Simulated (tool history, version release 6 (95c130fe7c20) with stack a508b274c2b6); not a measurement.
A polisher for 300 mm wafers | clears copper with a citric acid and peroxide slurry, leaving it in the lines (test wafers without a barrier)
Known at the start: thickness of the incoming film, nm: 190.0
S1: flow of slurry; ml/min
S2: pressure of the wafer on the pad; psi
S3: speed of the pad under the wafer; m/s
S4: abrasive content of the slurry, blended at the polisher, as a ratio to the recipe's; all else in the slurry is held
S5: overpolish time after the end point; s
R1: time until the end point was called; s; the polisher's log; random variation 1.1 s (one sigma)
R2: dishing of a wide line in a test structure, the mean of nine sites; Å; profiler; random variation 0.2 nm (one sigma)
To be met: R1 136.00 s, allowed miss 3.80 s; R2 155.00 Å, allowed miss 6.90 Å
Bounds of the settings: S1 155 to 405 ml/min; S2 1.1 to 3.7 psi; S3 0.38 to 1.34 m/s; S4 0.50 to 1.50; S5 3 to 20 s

run 1 day=0.000 | S1=260 S2=2.4 S3=0.86 S4=1.00 S5=10 | R1=120.20 R2=118.08
run 2 day=0.283 | S1=255 S2=2.3 S3=0.86 S4=1.00 S5=11 | R1=126.38 R2=121.59
run 3 day=0.538 | S1=255 S2=2.3 S3=0.86 S4=1.00 S5=13 | R1=126.99 R2=140.54
run 4 day=0.796 | S1=255 S2=2.6 S3=0.86 S4=1.00 S5=13 | R1=112.41 R2=167.03
run 5 day=1.042 | S1=250 S2=2.5 S3=0.86 S4=1.00 S5=13 | R1=115.37 R2=153.34
run 6 day=1.321 | S1=250 S2=2.5 S3=0.86 S4=0.80 S5=13 | R1=124.43 R2=151.17
run 7 day=1.512 | S1=225 S2=2.3 S3=0.86 S4=0.75 S5=14 | R1=137.14 R2=144.22
run 8 day=1.779 | S1=230 S2=2.3 S3=0.86 S4=0.75 S5=14 | R1=136.51 R2=140.04
run 9 day=1.842 | S1=235 S2=2.3 S3=0.86 S4=0.75 S5=14 | R1=136.53 R2=144.39
run 10 day=2.142 | S1=235 S2=2.3 S3=0.86 S4=0.75 S5=14 | R1=137.36 R2=144.56
run 11 day=2.371 | S1=240 S2=2.3 S3=0.86 S4=0.75 S5=14 | R1=138.09 R2=146.53
run 12 day=2.642 | S1=245 S2=2.3 S3=0.86 S4=0.75 S5=14 | R1=136.94 R2=144.35

4 next moves are on the table. One of them brings every result within its allowed miss. Which?
run A day=2.912 | S1=255 S2=2.4 S3=0.92 S4=0.50 S5=12 | R1=? R2=?
run B day=2.912 | S1=270 S2=2.4 S3=0.92 S4=0.50 S5=15 | R1=? R2=?
run C day=2.912 | S1=215 S2=2.3 S3=0.82 S4=0.90 S5=12 | R1=? R2=?
run D day=2.912 | S1=255 S2=2.5 S3=0.78 S4=0.75 S5=13 | R1=? R2=?

move=A R1=135.81 R2=127.96
move=B R1=135.24 R2=158.64
move=C R1=138.64 R2=125.41
move=D R1=138.51 R2=135.63
A: further off than the last run
B: meets every target
C: further off than the last run
D: further off than the last run
Answer: B
